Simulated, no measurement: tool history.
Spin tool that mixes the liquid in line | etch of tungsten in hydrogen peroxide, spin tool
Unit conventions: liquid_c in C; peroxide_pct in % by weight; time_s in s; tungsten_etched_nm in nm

Run 1, day 0: liquid_c 47 C, peroxide_pct 16 % by weight, time_s 15 s. Result: tungsten_etched_nm 28.912 nm.
Run 2, day 0.192: liquid_c 45 C, peroxide_pct 16 % by weight, time_s 15 s. Result: tungsten_etched_nm 25.428 nm.
Run 3, day 0.408: liquid_c 43.5 C, peroxide_pct 16 % by weight, time_s 15 s. Result: tungsten_etched_nm 23.204 nm.
Run 4, day 0.5: liquid_c 43.5 C, peroxide_pct 16 % by weight, time_s 15 s. Result: tungsten_etched_nm 23.099 nm.
Run 5, day 0.696: liquid_c 50.5 C, peroxide_pct 16 % by weight, time_s 15 s. Result: tungsten_etched_nm 35.788 nm.
Run 6, day 0.908: liquid_c 48 C, peroxide_pct 16 % by weight, time_s 15 s. Result: tungsten_etched_nm 30.719 nm.
Run 7, day 1.071: liquid_c 46 C, peroxide_pct 16 % by weight, time_s 15 s. Result: tungsten_etched_nm 27.145 nm.
Run 8, day 1.317: liquid_c 44 C, peroxide_pct 16 % by weight, time_s 15 s. Result: tungsten_etched_nm 23.802 nm.

For run 9, what comes out?
Run 9, day 1.388: liquid_c 42.5 C, peroxide_pct 16 % by weight, time_s 15 s. Result: tungsten_etched_nm ?.

tungsten_etched_nm: 21.884 nm
